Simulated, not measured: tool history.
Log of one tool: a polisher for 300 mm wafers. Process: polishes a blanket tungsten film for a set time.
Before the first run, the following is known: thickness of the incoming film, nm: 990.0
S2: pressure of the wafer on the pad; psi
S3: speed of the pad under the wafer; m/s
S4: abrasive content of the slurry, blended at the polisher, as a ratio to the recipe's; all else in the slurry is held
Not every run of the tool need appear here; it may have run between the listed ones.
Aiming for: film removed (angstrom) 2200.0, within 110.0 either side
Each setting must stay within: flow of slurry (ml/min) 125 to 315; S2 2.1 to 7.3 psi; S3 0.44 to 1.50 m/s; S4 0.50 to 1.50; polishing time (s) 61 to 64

run 1 hour=0.0 | flow_of_slurry_(ml/min)=205 S2=4.7 S3=0.96 S4=1.00 polishing_time_(s)=61 | film_removed_(angstrom)=2798.2
run 2 hour=1.3 | flow_of_slurry_(ml/min)=205 S2=4.7 S3=0.96 S4=1.00 polishing_time_(s)=61 | film_removed_(angstrom)=2733.3
run 3 hour=4.4 | flow_of_slurry_(ml/min)=205 S2=4.7 S3=0.96 S4=1.00 polishing_time_(s)=61 | film_removed_(angstrom)=2743.2
run 4 hour=10.3 | flow_of_slurry_(ml/min)=205 S2=4.7 S3=0.96 S4=0.80 polishing_time_(s)=61 | film_removed_(angstrom)=2605.3
run 5 hour=14.6 | flow_of_slurry_(ml/min)=205 S2=4.7 S3=0.96 S4=0.95 polishing_time_(s)=61 | film_removed_(angstrom)=2779.6
run 6 hour=19.9 | flow_of_slurry_(ml/min)=205 S2=4.6 S3=0.96 S4=0.95 polishing_time_(s)=61 | film_removed_(angstrom)=2747.5
run 7 hour=26.9 | flow_of_slurry_(ml/min)=205 S2=4.4 S3=0.96 S4=0.95 polishing_time_(s)=61 | film_removed_(angstrom)=2578.6
run 8 hour=29.1 | flow_of_slurry_(ml/min)=205 S2=4.3 S3=0.96 S4=0.95 polishing_time_(s)=61 | film_removed_(angstrom)=2496.8

Of the 5 settings listed for the next run, only one would bring every result within its allowed miss of target. Which one?
run A hour=31.3 | flow_of_slurry_(ml/min)=235 S2=4.1 S3=0.84 S4=1.00 polishing_time_(s)=61 | film_removed_(angstrom)=?
run B hour=31.3 | flow_of_slurry_(ml/min)=195 S2=4.2 S3=0.94 S4=0.95 polishing_time_(s)=61 | film_removed_(angstrom)=?
run C hour=31.3 | flow_of_slurry_(ml/min)=215 S2=3.8 S3=0.98 S4=1.10 polishing_time_(s)=64 | film_removed_(angstrom)=?
run D hour=31.3 | flow_of_slurry_(ml/min)=220 S2=5.4 S3=0.84 S4=0.90 polishing_time_(s)=64 | film_removed_(angstrom)=?
run E hour=31.3 | flow_of_slurry_(ml/min)=245 S2=3.6 S3=0.90 S4=0.85 polishing_time_(s)=61 | film_removed_(angstrom)=?

move=A film_removed_(angstrom)=2165.5
move=B film_removed_(angstrom)=2375.5
move=C film_removed_(angstrom)=2487.9
move=D film_removed_(angstrom)=2858.5
move=E film_removed_(angstrom)=1962.1
A: hits every target within its allowed miss
B: gains on the last run, yet a result remains outside its allowed miss
C: neither nearer nor further off than the last run
D: misses by more than the last run did
E: moves the result that the last run missed by most past its target, out the other side
A is the move that brings every result within its allowed miss.
